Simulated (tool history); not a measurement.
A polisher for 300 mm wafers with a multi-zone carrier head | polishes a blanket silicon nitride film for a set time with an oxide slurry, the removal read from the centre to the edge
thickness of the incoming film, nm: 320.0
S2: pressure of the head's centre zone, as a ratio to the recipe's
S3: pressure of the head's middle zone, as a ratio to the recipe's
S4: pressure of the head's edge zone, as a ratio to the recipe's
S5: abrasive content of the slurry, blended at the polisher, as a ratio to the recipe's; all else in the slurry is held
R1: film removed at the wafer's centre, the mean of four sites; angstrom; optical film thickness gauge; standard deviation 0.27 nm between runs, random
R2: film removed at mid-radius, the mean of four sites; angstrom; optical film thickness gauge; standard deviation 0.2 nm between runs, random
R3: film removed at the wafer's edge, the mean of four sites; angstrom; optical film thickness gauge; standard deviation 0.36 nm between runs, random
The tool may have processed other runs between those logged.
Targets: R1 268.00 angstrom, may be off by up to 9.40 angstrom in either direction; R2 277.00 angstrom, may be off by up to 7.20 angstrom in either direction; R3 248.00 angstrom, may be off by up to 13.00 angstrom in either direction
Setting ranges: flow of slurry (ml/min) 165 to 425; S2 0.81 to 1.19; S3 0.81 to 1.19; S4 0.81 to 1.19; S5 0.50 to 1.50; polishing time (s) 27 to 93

{"run": 1, "day": 0.0, "flow of slurry (ml/min)": 275, "S2": 1.0, "S3": 1.0, "S4": 1.0, "S5": 1.0, "polishing time (s)": 59, "R1": 429.83, "R2": 435.07, "R3": 441.89}
{"run": 2, "day": 0.158, "flow of slurry (ml/min)": 280, "S2": 1.0, "S3": 1.01, "S4": 0.97, "S5": 0.9, "polishing time (s)": 56, "R1": 373.83, "R2": 390.64, "R3": 389.92}
{"run": 3, "day": 0.338, "flow of slurry (ml/min)": 285, "S2": 1.02, "S3": 1.02, "S4": 0.94, "S5": 0.85, "polishing time (s)": 55, "R1": 372.36, "R2": 369.53, "R3": 352.3}
{"run": 4, "day": 0.671, "flow of slurry (ml/min)": 285, "S2": 1.02, "S3": 0.96, "S4": 0.94, "S5": 0.85, "polishing time (s)": 55, "R1": 368.28, "R2": 355.72, "R3": 359.8}
{"run": 5, "day": 0.933, "flow of slurry (ml/min)": 290, "S2": 1.02, "S3": 0.97, "S4": 0.92, "S5": 0.8, "polishing time (s)": 54, "R1": 352.72, "R2": 343.31, "R3": 335.38}
{"run": 6, "day": 0.971, "flow of slurry (ml/min)": 290, "S2": 0.95, "S3": 0.97, "S4": 0.92, "S5": 0.8, "polishing time (s)": 54, "R1": 325.53, "R2": 341.81, "R3": 328.71}
{"run": 7, "day": 1.183, "flow of slurry (ml/min)": 300, "S2": 0.95, "S3": 0.96, "S4": 0.9, "S5": 0.75, "polishing time (s)": 54, "R1": 312.95, "R2": 321.11, "R3": 314.01}
{"run": 8, "day": 1.271, "flow of slurry (ml/min)": 300, "S2": 0.95, "S3": 0.97, "S4": 0.88, "S5": 0.7, "polishing time (s)": 54, "R1": 299.35, "R2": 312.81, "R3": 289.81}
{"run": 9, "day": 1.454, "flow of slurry (ml/min)": 300, "S2": 0.95, "S3": 0.97, "S4": 0.88, "S5": 0.7, "polishing time (s)": 54, "R1": 295.87, "R2": 307.59, "R3": 296.63}
{"run": 10, "day": 1.496, "flow of slurry (ml/min)": 305, "S2": 0.96, "S3": 0.98, "S4": 0.87, "S5": 0.65, "polishing time (s)": 54, "R1": 282.55, "R2": 293.6, "R3": 273.37}
{"run": 11, "day": 1.758, "flow of slurry (ml/min)": 305, "S2": 0.96, "S3": 0.98, "S4": 0.86, "S5": 0.65, "polishing time (s)": 54, "R1": 279.11, "R2": 293.27, "R3": 269.91}
{"run": 12, "day": 2.038, "flow of slurry (ml/min)": 305, "S2": 0.96, "S3": 0.98, "S4": 0.85, "S5": 0.65, "polishing time (s)": 54, "R1": 281.39, "R2": 296.49, "R3": 270.57}
{"run": 13, "day": 2.383, "flow of slurry (ml/min)": 305, "S2": 0.96, "S3": 0.98, "S4": 0.84, "S5": 0.65, "polishing time (s)": 54, "R1": 281.16, "R2": 295.44, "R3": 277.35}
{"run": 14, "day": 2.633, "flow of slurry (ml/min)": 290, "S2": 1.02, "S3": 1.03, "S4": 0.81, "S5": 0.5, "polishing time (s)": 52, "R1": 225.58, "R2": 227.93, "R3": 208.39}
{"run": 15, "day": 2.962, "flow of slurry (ml/min)": 310, "S2": 1.01, "S3": 1.03, "S4": 0.82, "S5": 0.5, "polishing time (s)": 52, "R1": 223.72, "R2": 229.78, "R3": 202.12}
{"run": 16, "day": 3.071, "flow of slurry (ml/min)": 325, "S2": 1.0, "S3": 1.01, "S4": 0.84, "S5": 0.5, "polishing time (s)": 52, "R1": 220.66, "R2": 229.68, "R3": 209.71}

Consider the 5 candidate settings below. Which is the only one whose results all fall within their allowed miss of target?
{"run": "A", "day": 3.179, "flow of slurry (ml/min)": 225, "S2": 1.1, "S3": 0.95, "S4": 0.81, "S5": 0.7, "polishing time (s)": 45, "R1": "?", "R2": "?", "R3": "?"}
{"run": "B", "day": 3.179, "flow of slurry (ml/min)": 425, "S2": 0.99, "S3": 0.94, "S4": 0.85, "S5": 0.5, "polishing time (s)": 46, "R1": "?", "R2": "?", "R3": "?"}
{"run": "C", "day": 3.179, "flow of slurry (ml/min)": 345, "S2": 0.84, "S3": 0.84, "S4": 1.14, "S5": 0.55, "polishing time (s)": 44, "R1": "?", "R2": "?", "R3": "?"}
{"run": "D", "day": 3.179, "flow of slurry (ml/min)": 345, "S2": 0.97, "S3": 1.06, "S4": 0.86, "S5": 0.5, "polishing time (s)": 39, "R1": "?", "R2": "?", "R3": "?"}
{"run": "E", "day": 3.179, "flow of slurry (ml/min)": 260, "S2": 1.04, "S3": 1.08, "S4": 0.9, "S5": 0.5, "polishing time (s)": 62, "R1": "?", "R2": "?", "R3": "?"}

move=A R1=274.19 R2=243.76 R3=231.41
move=B R1=199.01 R2=194.15 R3=186.49
move=C R1=174.82 R2=188.29 R3=223.98
move=D R1=162.42 R2=174.79 R3=156.73
move=E R1=267.99 R2=272.90 R3=248.59
A: gains on the last run, yet a result remains outside its allowed miss
B: moves away from the targets compared with the last run
C: moves away from the targets compared with the last run
D: moves away from the targets compared with the last run
E: all results in spec
Correct choice: E, which meets every target
